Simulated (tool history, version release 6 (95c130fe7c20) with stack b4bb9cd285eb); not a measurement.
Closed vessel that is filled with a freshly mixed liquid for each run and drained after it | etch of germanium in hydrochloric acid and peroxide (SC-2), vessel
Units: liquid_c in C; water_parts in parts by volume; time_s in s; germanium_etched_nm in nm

run    day  liquid_c  water_parts  time_s  germanium_etched_nm
  1  0.000      46.0          7.5      95               191.11
  2  0.317      46.0          9.5      95               186.47
  3  0.571      43.5          9.5      95               173.88
  4  0.779      43.5          9.5     105               191.27
  5  0.821      41.5         10.0     105               177.80
  6  0.883      41.5          9.0     105               178.40
  7  1.050      40.0          9.0     105               171.12
  8  1.138      38.5          9.5     105               160.99
  9  1.417      37.5          9.5     105               156.51

Forecast run 10:
 10  1.646      37.0          9.5     105                    ?

{"run 10": {"germanium_etched_nm": 152.99}}

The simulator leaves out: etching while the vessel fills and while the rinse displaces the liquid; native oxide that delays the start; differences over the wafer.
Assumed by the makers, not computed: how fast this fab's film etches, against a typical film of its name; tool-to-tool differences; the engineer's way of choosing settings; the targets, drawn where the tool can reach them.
